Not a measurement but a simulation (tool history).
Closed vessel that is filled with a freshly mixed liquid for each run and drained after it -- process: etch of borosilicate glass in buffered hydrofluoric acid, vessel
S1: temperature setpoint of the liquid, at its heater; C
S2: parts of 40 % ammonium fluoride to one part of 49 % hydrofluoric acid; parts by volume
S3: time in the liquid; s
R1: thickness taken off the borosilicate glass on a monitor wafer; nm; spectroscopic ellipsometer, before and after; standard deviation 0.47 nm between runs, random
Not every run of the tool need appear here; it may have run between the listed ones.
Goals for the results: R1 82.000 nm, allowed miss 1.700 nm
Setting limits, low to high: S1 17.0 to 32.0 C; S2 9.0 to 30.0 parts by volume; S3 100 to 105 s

| run | hour | S1 | S2 | S3 | R1 |
|---|---|---|---|---|---|
| 1 | 0.0 | 24.0 | 24.0 | 100 | 54.411 |
| 2 | 3.4 | 24.0 | 24.0 | 100 | 54.731 |
| 3 | 11.7 | 25.5 | 24.0 | 100 | 58.879 |
| 4 | 16.3 | 25.5 | 29.0 | 100 | 51.941 |
| 5 | 19.4 | 27.0 | 28.0 | 100 | 57.757 |
| 6 | 24.6 | 28.0 | 27.5 | 100 | 61.385 |
| 7 | 27.4 | 29.0 | 27.0 | 100 | 66.666 |
| 8 | 31.1 | 29.5 | 26.5 | 100 | 68.100 |
| 9 | 35.8 | 30.0 | 26.0 | 100 | 71.242 |
| 10 | 41.9 | 30.5 | 25.5 | 100 | 73.865 |
| 11 | 47.9 | 31.0 | 25.5 | 100 | 76.254 |
| 12 | 49.0 | 31.5 | 25.0 | 100 | 79.110 |

4 next moves are on the table. One of them brings every result within its allowed miss. Which?
| A | 50.1 | 32.0 | 24.5 | 105 | ? |
| B | 50.1 | 32.0 | 24.5 | 100 | ? |
| C | 50.1 | 31.5 | 22.0 | 100 | ? |
| D | 50.1 | 32.0 | 25.0 | 105 | ? |

| move | R1 |
|---|---|
| A | 86.035 |
| B | 81.938 |
| C | 85.953 |
| D | 84.855 |
A: carries the result that was furthest off beyond its target, to the other side
B: in spec on every target
C: carries the result that was furthest off beyond its target, to the other side
D: carries the result that was furthest off beyond its target, to the other side
B meets every target.
